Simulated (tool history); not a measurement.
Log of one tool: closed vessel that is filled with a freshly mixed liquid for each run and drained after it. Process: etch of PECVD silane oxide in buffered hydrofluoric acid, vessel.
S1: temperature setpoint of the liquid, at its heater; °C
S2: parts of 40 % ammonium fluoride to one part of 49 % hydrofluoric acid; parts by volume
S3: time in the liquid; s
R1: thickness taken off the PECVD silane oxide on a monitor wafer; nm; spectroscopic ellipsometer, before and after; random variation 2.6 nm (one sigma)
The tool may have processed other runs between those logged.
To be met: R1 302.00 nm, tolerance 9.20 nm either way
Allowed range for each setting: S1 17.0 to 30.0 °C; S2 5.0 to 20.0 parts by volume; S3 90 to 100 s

run 1 day=0.000 | S1=22.0 S2=12.0 S3=90 | R1=219.41
run 2 day=0.329 | S1=22.0 S2=12.0 S3=100 | R1=239.62
run 3 day=0.646 | S1=22.0 S2=12.0 S3=90 | R1=215.91
run 4 day=0.996 | S1=20.0 S2=12.0 S3=90 | R1=193.56
run 5 day=1.096 | S1=20.0 S2=12.0 S3=100 | R1=215.02
run 6 day=1.304 | S1=21.5 S2=12.0 S3=100 | R1=231.61
run 7 day=1.646 | S1=22.0 S2=12.0 S3=100 | R1=237.09
run 8 day=1.967 | S1=22.5 S2=12.0 S3=100 | R1=249.54
run 9 day=2.225 | S1=23.0 S2=12.0 S3=100 | R1=253.02
run 10 day=2.588 | S1=23.5 S2=12.0 S3=100 | R1=262.22
run 11 day=2.954 | S1=24.0 S2=12.0 S3=100 | R1=270.37
run 12 day=3.021 | S1=25.0 S2=12.0 S3=100 | R1=279.89
run 13 day=3.383 | S1=25.0 S2=12.0 S3=100 | R1=278.44

Next run, 5 choices. One meets every target within its allowed miss, the rest don't. Which?
run A day=3.746 | S1=26.5 S2=12.0 S3=100 | R1=?
run B day=3.746 | S1=26.0 S2=14.0 S3=95 | R1=?
run C day=3.746 | S1=24.0 S2=11.5 S3=100 | R1=?
run D day=3.746 | S1=24.0 S2=10.0 S3=100 | R1=?
run E day=3.746 | S1=23.0 S2=11.5 S3=95 | R1=?

move=A R1=305.49
move=B R1=242.95
move=C R1=278.16
move=D R1=318.73
move=E R1=250.18
A: meets every target
B: the biggest miss grows against the last run
C: neither nearer nor further off than the last run
D: carries the result that was furthest off beyond its target, to the other side
E: the biggest miss grows against the last run
The right move is A.

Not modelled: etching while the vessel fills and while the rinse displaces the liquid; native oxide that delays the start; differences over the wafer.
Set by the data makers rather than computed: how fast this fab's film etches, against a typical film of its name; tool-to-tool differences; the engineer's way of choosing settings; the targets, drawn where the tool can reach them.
